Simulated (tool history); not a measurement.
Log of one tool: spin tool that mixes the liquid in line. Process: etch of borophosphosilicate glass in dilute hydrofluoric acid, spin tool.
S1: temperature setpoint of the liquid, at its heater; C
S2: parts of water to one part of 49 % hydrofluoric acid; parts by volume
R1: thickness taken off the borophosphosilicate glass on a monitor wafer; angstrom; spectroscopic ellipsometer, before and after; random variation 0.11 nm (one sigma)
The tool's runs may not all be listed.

Run 1, hour 0.0: S1 22.0 C, S2 65 parts by volume, time under the liquid (s) 30. Result: R1 229.88 angstrom.
Run 2, hour 4.2: S1 21.0 C, S2 65 parts by volume, time under the liquid (s) 30. Result: R1 219.34 angstrom.
Run 3, hour 9.9: S1 21.0 C, S2 55 parts by volume, time under the liquid (s) 30. Result: R1 261.59 angstrom.
Run 4, hour 11.7: S1 21.0 C, S2 55 parts by volume, time under the liquid (s) 30. Result: R1 263.20 angstrom.
Run 5, hour 17.1: S1 20.0 C, S2 60 parts by volume, time under the liquid (s) 30. Result: R1 228.41 angstrom.
Run 6, hour 18.8: S1 18.5 C, S2 60 parts by volume, time under the liquid (s) 30. Result: R1 217.02 angstrom.
Run 7, hour 20.4: S1 18.0 C, S2 65 parts by volume, time under the liquid (s) 30. Result: R1 194.11 angstrom.

Run 8 comes next. What will it give?
Run 8, hour 28.5: S1 17.5 C, S2 70 parts by volume, time under the liquid (s) 30. Result: R1 ?.

{"run 8": {"R1": 174.85}}
